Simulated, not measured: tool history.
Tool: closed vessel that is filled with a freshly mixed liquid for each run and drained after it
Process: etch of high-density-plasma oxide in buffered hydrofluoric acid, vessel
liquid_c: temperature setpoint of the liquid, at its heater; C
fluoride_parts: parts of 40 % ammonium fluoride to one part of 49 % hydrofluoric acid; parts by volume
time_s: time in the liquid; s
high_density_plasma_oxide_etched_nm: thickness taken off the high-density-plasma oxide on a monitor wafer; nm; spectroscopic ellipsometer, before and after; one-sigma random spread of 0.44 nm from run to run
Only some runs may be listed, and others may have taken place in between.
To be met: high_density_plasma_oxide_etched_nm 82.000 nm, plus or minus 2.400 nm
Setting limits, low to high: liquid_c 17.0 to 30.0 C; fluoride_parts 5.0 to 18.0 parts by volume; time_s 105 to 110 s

run  hour  liquid_c  fluoride_parts  time_s  high_density_plasma_oxide_etched_nm
  1   0.0      22.0            11.0     105                              111.200
  2   3.9      20.0            11.0     105                               98.744
  3   5.7      20.0            11.0     110                              103.810
  4  10.9      20.0             8.0     110                              137.150
  5  12.8      17.0             8.0     110                              117.020
  6  15.0      17.0             5.0     110                              179.300
  7  21.4      17.0             6.5     110                              143.940
  8  29.4      17.0            10.0     110                               96.105
  9  37.7      17.0            10.5     110                               90.721
 10  41.3      17.0            11.0     110                               88.496

Consider the 5 candidate settings below. Which is the only one whose results all fall within their allowed miss of target?
  A  44.9      17.5            12.0     110                                    ?
  B  44.9      18.5            10.0     105                                    ?
  C  44.9      17.0            12.0     105                                    ?
  D  44.9      19.0            11.5     110                                    ?
  E  44.9      17.0             9.5     105                                    ?

move  high_density_plasma_oxide_etched_nm
   A                               83.345
   B                              100.600
   C                               77.319
   D                               94.597
   E                               95.420
A: in spec on every target
B: moves away from the targets compared with the last run
C: the result that was furthest off in the last run now lies on the other side of its target
D: moves away from the targets compared with the last run
E: moves away from the targets compared with the last run
A meets every target.
